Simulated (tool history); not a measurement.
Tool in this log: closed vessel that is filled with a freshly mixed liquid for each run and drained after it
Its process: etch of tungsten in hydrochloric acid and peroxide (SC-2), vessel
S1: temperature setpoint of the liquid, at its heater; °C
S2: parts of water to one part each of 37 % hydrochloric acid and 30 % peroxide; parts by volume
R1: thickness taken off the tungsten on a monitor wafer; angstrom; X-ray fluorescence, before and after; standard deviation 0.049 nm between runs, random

{"run": 1, "hour": 0.0, "S1": 52, "S2": 9.5, "time in the liquid (s)": 35, "R1": 69.97}
{"run": 2, "hour": 2.3, "S1": 52, "S2": 9.5, "time in the liquid (s)": 30, "R1": 60.589}
{"run": 3, "hour": 3.7, "S1": 52, "S2": 9.5, "time in the liquid (s)": 35, "R1": 71.784}
{"run": 4, "hour": 6.7, "S1": 50.5, "S2": 9.5, "time in the liquid (s)": 35, "R1": 64.369}
{"run": 5, "hour": 12.6, "S1": 49.5, "S2": 9.5, "time in the liquid (s)": 35, "R1": 59.986}
{"run": 6, "hour": 14.1, "S1": 49.5, "S2": 6.5, "time in the liquid (s)": 35, "R1": 80.636}

Run 7 is up next; what results do you expect?
{"run": 7, "hour": 22.2, "S1": 43, "S2": 6.5, "time in the liquid (s)": 35, "R1": "?"}

R1: 51.816 angstrom
